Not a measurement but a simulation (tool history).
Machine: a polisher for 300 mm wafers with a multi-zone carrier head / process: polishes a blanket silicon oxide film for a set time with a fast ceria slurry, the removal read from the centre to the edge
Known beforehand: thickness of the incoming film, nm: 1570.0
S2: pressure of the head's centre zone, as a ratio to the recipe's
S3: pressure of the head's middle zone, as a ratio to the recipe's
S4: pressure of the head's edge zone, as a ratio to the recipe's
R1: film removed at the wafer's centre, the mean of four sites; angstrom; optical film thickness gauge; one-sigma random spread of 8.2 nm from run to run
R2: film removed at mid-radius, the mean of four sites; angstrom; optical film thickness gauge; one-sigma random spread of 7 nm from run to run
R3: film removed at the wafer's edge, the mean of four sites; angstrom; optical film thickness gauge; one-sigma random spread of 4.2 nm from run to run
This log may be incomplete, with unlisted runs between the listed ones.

Run 1, day 0.000: flow of slurry (ml/min) 155, S2 1.00, S3 1.00, S4 1.00, polishing time (s) 38. Result: R1 5490.7 angstrom, R2 5399.3 angstrom, R3 5468.1 angstrom.
Run 2, day 0.321: flow of slurry (ml/min) 155, S2 1.00, S3 1.00, S4 1.00, polishing time (s) 45. Result: R1 6334.1 angstrom, R2 6402.6 angstrom, R3 6542.0 angstrom.
Run 3, day 0.388: flow of slurry (ml/min) 155, S2 0.96, S3 1.00, S4 1.00, polishing time (s) 45. Result: R1 6266.7 angstrom, R2 6387.3 angstrom, R3 6550.4 angstrom.
Run 4, day 0.750: flow of slurry (ml/min) 155, S2 0.96, S3 1.00, S4 1.00, polishing time (s) 49. Result: R1 6724.9 angstrom, R2 6923.6 angstrom, R3 7136.3 angstrom.
Run 5, day 0.808: flow of slurry (ml/min) 150, S2 0.98, S3 0.97, S4 0.96, polishing time (s) 49. Result: R1 6858.3 angstrom, R2 6795.5 angstrom, R3 6835.0 angstrom.
Run 6, day 0.983: flow of slurry (ml/min) 150, S2 0.90, S3 0.97, S4 0.96, polishing time (s) 49. Result: R1 6443.2 angstrom, R2 7011.6 angstrom, R3 6945.4 angstrom.

Expected results for the next run?
Run 7, day 1.262: flow of slurry (ml/min) 140, S2 0.93, S3 0.94, S4 0.95, polishing time (s) 49. Result: R1 ?, R2 ?, R3 ?.

Run 7 gave R1 6500.8 angstrom, R2 6633.5 angstrom, R3 6841.4 angstrom.
